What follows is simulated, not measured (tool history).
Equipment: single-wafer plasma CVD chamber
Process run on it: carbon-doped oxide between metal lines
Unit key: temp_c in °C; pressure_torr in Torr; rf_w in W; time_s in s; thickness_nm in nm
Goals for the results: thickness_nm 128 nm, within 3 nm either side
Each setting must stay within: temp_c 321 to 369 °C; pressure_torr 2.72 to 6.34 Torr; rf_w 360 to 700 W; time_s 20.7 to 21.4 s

run 1 day=0 | temp_c=345 pressure_torr=4.53 rf_w=530 time_s=20.7 | thickness_nm=107.94
run 2 day=0.267 | temp_c=344 pressure_torr=4.67 rf_w=545 time_s=20.7 | thickness_nm=110.47
run 3 day=0.6 | temp_c=338 pressure_torr=4.67 rf_w=545 time_s=20.7 | thickness_nm=112.44
run 4 day=0.762 | temp_c=337 pressure_torr=4.77 rf_w=560 time_s=20.7 | thickness_nm=115.21
run 5 day=0.879 | temp_c=337 pressure_torr=4.77 rf_w=495 time_s=20.7 | thickness_nm=108.26
run 6 day=0.971 | temp_c=337 pressure_torr=4.77 rf_w=495 time_s=21.4 | thickness_nm=111.56
run 7 day=1.258 | temp_c=336 pressure_torr=4.91 rf_w=510 time_s=21.4 | thickness_nm=114.32
run 8 day=1.417 | temp_c=335 pressure_torr=5.02 rf_w=520 time_s=21.4 | thickness_nm=117.14
run 9 day=1.583 | temp_c=334 pressure_torr=5.16 rf_w=525 time_s=21.4 | thickness_nm=116.44
run 10 day=1.871 | temp_c=333 pressure_torr=5.17 rf_w=540 time_s=21.4 | thickness_nm=119.33
run 11 day=2.1 | temp_c=332 pressure_torr=5.21 rf_w=550 time_s=21.4 | thickness_nm=120.98
run 12 day=2.238 | temp_c=332 pressure_torr=5.21 rf_w=550 time_s=21.4 | thickness_nm=121.13
run 13 day=2.404 | temp_c=331 pressure_torr=5.25 rf_w=555 time_s=21.4 | thickness_nm=122.96
run 14 day=2.733 | temp_c=331 pressure_torr=5.25 rf_w=555 time_s=21.4 | thickness_nm=122.59
run 15 day=2.95 | temp_c=330 pressure_torr=5.28 rf_w=560 time_s=21.4 | thickness_nm=124.11
run 16 day=3.275 | temp_c=330 pressure_torr=5.28 rf_w=560 time_s=21.4 | thickness_nm=123.52
run 17 day=3.308 | temp_c=329 pressure_torr=5.31 rf_w=565 time_s=21.4 | thickness_nm=124.78
run 18 day=3.662 | temp_c=328 pressure_torr=5.33 rf_w=565 time_s=21.4 | thickness_nm=124.97
run 19 day=3.733 | temp_c=328 pressure_torr=5.35 rf_w=565 time_s=21.4 | thickness_nm=124.94

Consider the 4 candidate settings below. Which is the only one whose results all fall within their allowed miss of target?
run A day=3.804 | temp_c=323 pressure_torr=5.85 rf_w=610 time_s=20.7 | thickness_nm=?
run B day=3.804 | temp_c=334 pressure_torr=5.32 rf_w=580 time_s=20.7 | thickness_nm=?
run C day=3.804 | temp_c=340 pressure_torr=4.6 rf_w=605 time_s=21.1 | thickness_nm=?
run D day=3.804 | temp_c=330 pressure_torr=5.57 rf_w=565 time_s=21 | thickness_nm=?

move=A thickness_nm=127.86
move=B thickness_nm=119.1
move=C thickness_nm=118.87
move=D thickness_nm=121.32
A: all results land within tolerance of their targets
B: moves away from the targets compared with the last run
C: moves away from the targets compared with the last run
D: moves away from the targets compared with the last run
Correct choice: A, which meets every target
